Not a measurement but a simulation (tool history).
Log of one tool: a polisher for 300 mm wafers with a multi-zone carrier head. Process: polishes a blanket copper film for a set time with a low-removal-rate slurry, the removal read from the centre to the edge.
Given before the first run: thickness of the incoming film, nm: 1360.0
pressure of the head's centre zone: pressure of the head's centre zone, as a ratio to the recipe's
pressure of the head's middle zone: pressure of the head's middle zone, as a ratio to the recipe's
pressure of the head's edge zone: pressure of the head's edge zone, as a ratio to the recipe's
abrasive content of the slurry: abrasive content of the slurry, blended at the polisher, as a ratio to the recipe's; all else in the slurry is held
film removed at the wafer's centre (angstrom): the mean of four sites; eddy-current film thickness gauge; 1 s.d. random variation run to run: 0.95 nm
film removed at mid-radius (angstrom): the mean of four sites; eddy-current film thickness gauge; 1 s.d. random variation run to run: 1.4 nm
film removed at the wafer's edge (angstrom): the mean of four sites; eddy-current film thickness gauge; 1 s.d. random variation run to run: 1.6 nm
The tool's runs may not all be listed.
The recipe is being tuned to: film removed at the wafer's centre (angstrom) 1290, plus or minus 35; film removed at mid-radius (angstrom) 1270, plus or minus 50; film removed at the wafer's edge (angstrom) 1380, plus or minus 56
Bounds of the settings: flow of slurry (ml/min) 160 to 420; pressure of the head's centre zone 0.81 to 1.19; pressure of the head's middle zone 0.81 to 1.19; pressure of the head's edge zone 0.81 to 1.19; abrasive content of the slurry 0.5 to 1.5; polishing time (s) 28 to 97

run  hour  flow of slurry (ml/min)  pressure of the head's centre zone  pressure of the head's middle zone  pressure of the head's edge zone  abrasive content of the slurry  polishing time (s)  film removed at the wafer's centre (angstrom)  film removed at mid-radius (angstrom)  film removed at the wafer's edge (angstrom)
  1     0                      270                                   1                                   1                                 1                               1                  62                                         1935.6                                 1918.8                                       1831.5
  2   4.6                      270                                   1                                   1                              0.97                               1                  62                                         1914.1                                 1935.9                                       1830.2
  3   8.1                      260                                0.97                                0.96                              0.97                            0.85                  59                                         1729.7                                 1736.2                                       1700.2
  4  16.3                      260                                0.97                                0.96                              0.97                            0.85                  66                                         1923.5                                 1892.9                                       1876.7
  5  20.3                      260                                0.97                                0.96                              0.97                             0.7                  66                                           1833                                 1809.8                                       1797.5
     24.2  -- worn pad replaced by a new one
  6  24.2                      260                                0.97                                0.96                              0.97                            0.85                  66                                         2022.1                                 2012.5                                       2006.8
  7    32                      250                                0.96                                0.95                              1.02                            0.75                  63                                         1839.2                                 1852.8                                       1871.1
  8  34.1                      250                                0.94                                0.91                              0.98                             0.7                  60                                         1745.1                                 1673.8                                       1787.9
  9    41                      250                                0.92                                 0.9                              0.95                            0.65                  57                                           1597                                 1564.9                                       1575.6
 10  47.6                      245                                 0.9                                0.88                              0.96                             0.6                  54                                         1449.7                                 1414.8                                       1529.3
 11  55.8                      245                                 0.9                                0.88                              0.96                             0.6                  54                                         1447.6                                 1390.8                                         1473

Which single option among these 4 for the next run brings every result within its allowed miss of target? Just one does.
  A    64                      265                                0.91                                0.98                              1.01                             0.5                  50                                              ?                                      ?                                            ?
  B    64                      160                                0.88                                0.85                              0.92                             0.6                  52                                              ?                                      ?                                            ?
  C    64                      205                                0.91                                1.03                              0.95                            0.55                  52                                              ?                                      ?                                            ?
  D    64                      285                                0.83                                   1                              0.88                             0.6                  50                                              ?                                      ?                                            ?

move  film removed at the wafer's centre (angstrom)  film removed at mid-radius (angstrom)  film removed at the wafer's edge (angstrom)
   A                                         1303.7                                 1383.2                                         1374
   B                                         1301.5                                 1267.7                                       1392.3
   C                                         1349.2                                 1496.3                                       1402.8
   D                                           1268                                 1469.9                                       1369.3
A: the furthest-off result lands on target, but another misses its tolerance
B: meets every target
C: as far off as the last run
D: the furthest-off result lands on target, but another misses its tolerance
Move B is the one to make.
